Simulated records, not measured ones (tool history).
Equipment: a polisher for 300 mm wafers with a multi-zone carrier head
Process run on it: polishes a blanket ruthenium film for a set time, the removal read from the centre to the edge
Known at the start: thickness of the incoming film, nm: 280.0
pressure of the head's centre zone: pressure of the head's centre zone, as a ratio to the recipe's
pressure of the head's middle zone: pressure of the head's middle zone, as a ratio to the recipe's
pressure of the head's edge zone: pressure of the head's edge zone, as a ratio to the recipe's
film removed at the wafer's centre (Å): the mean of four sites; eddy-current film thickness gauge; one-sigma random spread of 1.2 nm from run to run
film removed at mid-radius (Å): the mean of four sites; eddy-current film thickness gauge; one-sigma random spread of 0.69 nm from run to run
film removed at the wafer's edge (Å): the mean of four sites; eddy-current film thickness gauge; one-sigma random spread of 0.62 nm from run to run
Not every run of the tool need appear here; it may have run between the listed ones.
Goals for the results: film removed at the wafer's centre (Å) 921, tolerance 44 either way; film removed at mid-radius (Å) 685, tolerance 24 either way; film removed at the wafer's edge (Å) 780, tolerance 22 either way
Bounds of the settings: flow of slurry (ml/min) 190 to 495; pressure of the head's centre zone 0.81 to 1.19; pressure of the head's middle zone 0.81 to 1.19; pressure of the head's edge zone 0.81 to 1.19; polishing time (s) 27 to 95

run,day,flow of slurry (ml/min),pressure of the head's centre zone,pressure of the head's middle zone,pressure of the head's edge zone,polishing time (s),film removed at the wafer's centre (Å),film removed at mid-radius (Å),film removed at the wafer's edge (Å)
1,0,320,1,1,1,61,891.22,855.31,888.82
2,0.325,320,0.94,1,1,61,835.08,851.36,872.21
3,0.529,320,0.97,0.96,0.97,60,846.49,819.93,862.58
4,0.592,320,0.97,0.96,0.97,70,985.59,938.81,995.98
5,0.742,320,1,0.93,0.94,67,976.21,882.48,936.64
6,0.771,280,1,0.93,0.94,67,952.5,846.11,930.31
7,0.992,280,1.02,0.91,0.92,65,936.27,833.35,887.79
8,1.2,270,1.05,0.89,0.92,63,931.74,791.53,855.07
9,1.429,260,1.07,0.87,0.92,62,928.09,744.54,850.31
10,1.704,265,1.12,0.85,0.82,58,895.36,686.08,760.37

Which one of the following 5 next-run settings gets every result inside its allowed miss? There is exactly one.
A,1.979,290,1.15,0.9,0.84,53,?,?,?
B,1.979,200,1.1,0.81,0.82,62,?,?,?
C,1.979,260,0.99,0.83,0.85,58,?,?,?
D,1.979,270,0.99,0.81,0.85,58,?,?,?
E,1.979,280,1.13,0.87,0.87,54,?,?,?

move,film removed at the wafer's centre (Å),film removed at mid-radius (Å),film removed at the wafer's edge (Å)
A,873.16,667.56,704.41
B,921.93,680.61,785.68
C,809.72,675.28,768.2
D,813.76,665.02,771.08
E,870.07,658.79,727.19
A: the biggest miss grows against the last run
B: meets every target
C: brings the last run's worst result on target, with another outside its allowed miss
D: brings the last run's worst result on target, with another outside its allowed miss
E: the biggest miss grows against the last run
The move that meets every target is B.

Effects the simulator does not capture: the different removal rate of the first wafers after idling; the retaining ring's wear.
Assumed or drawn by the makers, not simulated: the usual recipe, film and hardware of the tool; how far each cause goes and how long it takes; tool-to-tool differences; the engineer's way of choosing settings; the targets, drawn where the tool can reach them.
